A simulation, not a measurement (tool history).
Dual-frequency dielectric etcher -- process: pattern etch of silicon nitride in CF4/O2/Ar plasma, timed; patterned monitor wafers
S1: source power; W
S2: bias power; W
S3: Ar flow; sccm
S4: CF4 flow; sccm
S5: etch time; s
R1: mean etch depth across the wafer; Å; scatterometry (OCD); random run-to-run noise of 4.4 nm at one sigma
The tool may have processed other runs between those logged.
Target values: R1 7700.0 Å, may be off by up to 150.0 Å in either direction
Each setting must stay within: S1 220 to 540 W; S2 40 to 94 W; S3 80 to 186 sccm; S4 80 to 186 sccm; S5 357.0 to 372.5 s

{"run": 1, "day": 0.0, "S1": 380, "S2": 67, "S3": 133, "S4": 133, "S5": 357.0, "R1": 6072.5}
{"run": 2, "day": 0.262, "S1": 380, "S2": 67, "S3": 133, "S4": 133, "S5": 357.0, "R1": 6161.4}
{"run": 3, "day": 0.529, "S1": 400, "S2": 67, "S3": 133, "S4": 133, "S5": 357.0, "R1": 6436.7}
{"run": 4, "day": 0.825, "S1": 400, "S2": 67, "S3": 133, "S4": 115, "S5": 357.0, "R1": 6278.5}
{"run": 5, "day": 0.942, "S1": 410, "S2": 67, "S3": 133, "S4": 115, "S5": 357.0, "R1": 6486.3}
{"run": 6, "day": 1.25, "S1": 440, "S2": 67, "S3": 133, "S4": 115, "S5": 357.0, "R1": 6864.1}
{"run": 7, "day": 1.479, "S1": 450, "S2": 67, "S3": 133, "S4": 115, "S5": 357.0, "R1": 7153.9}
{"run": 8, "day": 1.692, "S1": 470, "S2": 67, "S3": 133, "S4": 115, "S5": 357.0, "R1": 7371.2}

Which one of the following 5 next-run settings gets every result inside its allowed miss? There is exactly one.
{"run": "A", "day": 1.904, "S1": 480, "S2": 67, "S3": 131, "S4": 111, "S5": 359.5, "R1": "?"}
{"run": "B", "day": 1.904, "S1": 450, "S2": 66, "S3": 143, "S4": 106, "S5": 370.5, "R1": "?"}
{"run": "C", "day": 1.904, "S1": 440, "S2": 69, "S3": 145, "S4": 117, "S5": 361.0, "R1": "?"}
{"run": "D", "day": 1.904, "S1": 430, "S2": 53, "S3": 112, "S4": 118, "S5": 372.5, "R1": "?"}
{"run": "E", "day": 1.904, "S1": 450, "S2": 56, "S3": 121, "S4": 91, "S5": 372.5, "R1": "?"}

move=A R1=7718.3
move=B R1=7266.9
move=C R1=7124.3
move=D R1=6787.9
move=E R1=6896.8
A: in spec on every target
B: its largest miss is bigger than the last run's
C: its largest miss is bigger than the last run's
D: its largest miss is bigger than the last run's
E: its largest miss is bigger than the last run's
The move that meets every target is A.
